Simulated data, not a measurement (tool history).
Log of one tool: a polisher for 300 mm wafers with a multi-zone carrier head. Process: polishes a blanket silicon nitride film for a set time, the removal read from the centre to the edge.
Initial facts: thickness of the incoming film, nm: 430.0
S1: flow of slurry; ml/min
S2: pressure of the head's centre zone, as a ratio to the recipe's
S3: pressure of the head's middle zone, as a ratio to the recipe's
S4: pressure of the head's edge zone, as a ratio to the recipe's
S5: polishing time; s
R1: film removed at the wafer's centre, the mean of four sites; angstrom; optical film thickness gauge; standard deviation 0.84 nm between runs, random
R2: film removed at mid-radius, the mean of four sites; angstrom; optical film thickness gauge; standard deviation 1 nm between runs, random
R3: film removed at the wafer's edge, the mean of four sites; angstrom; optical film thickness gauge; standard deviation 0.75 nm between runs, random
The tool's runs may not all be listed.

run	hour	S1	S2	S3	S4	S5	R1	R2	R3
1	0.0	265	1.00	1.00	1.00	39	472.18	461.57	474.79
2	6.4	265	1.00	1.00	1.00	45	547.77	541.99	553.85
3	15.1	270	1.03	1.02	1.00	46	579.08	562.64	559.50
4	20.0	275	1.05	1.03	1.00	47	591.86	586.17	578.66
5	21.4	275	1.07	1.03	0.98	48	615.90	617.13	586.60
6	22.8	275	1.07	1.03	0.98	41	537.33	501.88	493.79
7	24.0	280	1.09	1.04	0.97	42	550.62	528.74	505.72
8	30.3	285	1.10	1.03	0.95	43	567.78	535.11	518.75
9	34.6	280	1.11	1.03	0.94	44	595.76	541.03	533.66
10	41.3	280	1.12	1.04	0.92	45	607.76	583.96	528.28

Run 11 comes next. What will it give?
11	43.8	280	1.13	1.04	0.91	46	?	?	?

R1: 629.59 angstrom
R2: 575.83 angstrom
R3: 526.49 angstrom

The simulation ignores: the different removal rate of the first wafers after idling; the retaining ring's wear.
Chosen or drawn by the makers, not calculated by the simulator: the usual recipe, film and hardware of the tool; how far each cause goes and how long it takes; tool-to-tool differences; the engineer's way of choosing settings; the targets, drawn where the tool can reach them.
